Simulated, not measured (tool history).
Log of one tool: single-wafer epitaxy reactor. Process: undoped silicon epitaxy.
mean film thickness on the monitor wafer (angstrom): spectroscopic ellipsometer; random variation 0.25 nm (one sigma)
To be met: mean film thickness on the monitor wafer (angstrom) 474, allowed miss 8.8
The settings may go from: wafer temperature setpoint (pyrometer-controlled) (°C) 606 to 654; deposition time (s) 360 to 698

run,hour,wafer temperature setpoint (pyrometer-controlled) (°C),deposition time (s),mean film thickness on the monitor wafer (angstrom)
1,0,630,529,659.18
2,6.4,630,495,614.18
3,14.7,628,495,586.1
4,16.2,633,495,662.51
5,20.2,633,524,695.36
6,22.9,630,524,651.78
7,26.9,628,524,625.81
8,27.9,626,524,600.1
9,31.6,626,524,599.67
10,39.8,624,524,564.86
11,46.4,623,524,553.96
12,50.4,622,524,545.29
# hour 54.6: pyrometer calibrated
13,54.6,621,524,486.58

Which of these 5 next moves meets every target?
A,58.8,621,506,?
B,58.8,620,574,?
C,58.8,625,493,?
D,58.8,618,569,?
E,58.8,628,453,?

move,mean film thickness on the monitor wafer (angstrom)
A,468.34
B,518.92
C,501.07
D,490.67
E,493.62
A: meets every target
B: further off than the last run
C: further off than the last run
D: further off than the last run
E: further off than the last run
Answer: A
